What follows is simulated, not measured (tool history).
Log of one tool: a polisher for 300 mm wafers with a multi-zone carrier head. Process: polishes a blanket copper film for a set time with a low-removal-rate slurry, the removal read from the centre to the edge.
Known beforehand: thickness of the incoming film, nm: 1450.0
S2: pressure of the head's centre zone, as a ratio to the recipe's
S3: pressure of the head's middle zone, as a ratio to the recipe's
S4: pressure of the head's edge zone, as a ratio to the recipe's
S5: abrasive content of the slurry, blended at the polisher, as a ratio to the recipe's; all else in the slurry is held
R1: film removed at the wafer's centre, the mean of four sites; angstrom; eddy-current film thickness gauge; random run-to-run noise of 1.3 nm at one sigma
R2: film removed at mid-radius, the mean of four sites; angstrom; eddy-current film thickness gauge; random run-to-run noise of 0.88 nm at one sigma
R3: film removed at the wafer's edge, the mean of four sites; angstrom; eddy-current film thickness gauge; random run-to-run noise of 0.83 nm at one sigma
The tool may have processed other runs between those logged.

run 1 hour=0.0 | flow_of_slurry_(ml/min)=150 S2=1.00 S3=1.00 S4=1.00 S5=1.00 polishing_time_(s)=71 | R1=1179.6 R2=1138.7 R3=1175.1
run 2 hour=3.7 | flow_of_slurry_(ml/min)=145 S2=1.01 S3=1.00 S4=0.98 S5=1.00 polishing_time_(s)=71 | R1=1209.0 R2=1120.6 R3=1150.5
run 3 hour=4.7 | flow_of_slurry_(ml/min)=165 S2=1.01 S3=1.00 S4=0.98 S5=1.00 polishing_time_(s)=71 | R1=1228.9 R2=1144.0 R3=1176.5
run 4 hour=10.7 | flow_of_slurry_(ml/min)=165 S2=1.01 S3=1.04 S4=0.98 S5=1.00 polishing_time_(s)=71 | R1=1218.9 R2=1200.3 R3=1162.1
run 5 hour=11.2 | flow_of_slurry_(ml/min)=165 S2=1.01 S3=1.04 S4=0.98 S5=1.15 polishing_time_(s)=71 | R1=1261.6 R2=1218.8 R3=1202.7
run 6 hour=18.2 | flow_of_slurry_(ml/min)=165 S2=1.01 S3=1.04 S4=1.03 S5=1.15 polishing_time_(s)=71 | R1=1254.6 R2=1244.0 R3=1223.2
run 7 hour=20.6 | flow_of_slurry_(ml/min)=160 S2=1.01 S3=1.04 S4=1.01 S5=1.10 polishing_time_(s)=71 | R1=1261.8 R2=1218.1 R3=1194.5
run 8 hour=22.6 | flow_of_slurry_(ml/min)=155 S2=1.01 S3=1.03 S4=0.99 S5=1.05 polishing_time_(s)=71 | R1=1219.7 R2=1180.0 R3=1182.2
run 9 hour=31.2 | flow_of_slurry_(ml/min)=155 S2=1.02 S3=1.03 S4=0.97 S5=1.00 polishing_time_(s)=71 | R1=1231.3 R2=1191.9 R3=1162.1
run 10 hour=36.9 | flow_of_slurry_(ml/min)=155 S2=1.02 S3=1.02 S4=0.95 S5=0.95 polishing_time_(s)=71 | R1=1200.4 R2=1165.3 R3=1138.9
run 11 hour=39.7 | flow_of_slurry_(ml/min)=155 S2=1.02 S3=1.02 S4=0.95 S5=0.95 polishing_time_(s)=71 | R1=1202.3 R2=1173.6 R3=1120.2
run 12 hour=43.9 | flow_of_slurry_(ml/min)=150 S2=1.02 S3=1.01 S4=0.94 S5=0.95 polishing_time_(s)=71 | R1=1213.5 R2=1136.1 R3=1124.4
run 13 hour=44.5 | flow_of_slurry_(ml/min)=145 S2=1.02 S3=1.01 S4=0.93 S5=0.95 polishing_time_(s)=71 | R1=1182.6 R2=1113.0 R3=1108.2
run 14 hour=53.6 | flow_of_slurry_(ml/min)=140 S2=1.02 S3=1.01 S4=0.92 S5=0.95 polishing_time_(s)=71 | R1=1199.7 R2=1113.7 R3=1109.8

The next listed run, before its measurement:
run 15 hour=62.4 | flow_of_slurry_(ml/min)=135 S2=1.02 S3=1.01 S4=0.91 S5=0.95 polishing_time_(s)=71 | R1=? R2=? R3=?

Run 15 measured R1 1137.4 angstrom, R2 1123.2 angstrom, R3 1097.1 angstrom.

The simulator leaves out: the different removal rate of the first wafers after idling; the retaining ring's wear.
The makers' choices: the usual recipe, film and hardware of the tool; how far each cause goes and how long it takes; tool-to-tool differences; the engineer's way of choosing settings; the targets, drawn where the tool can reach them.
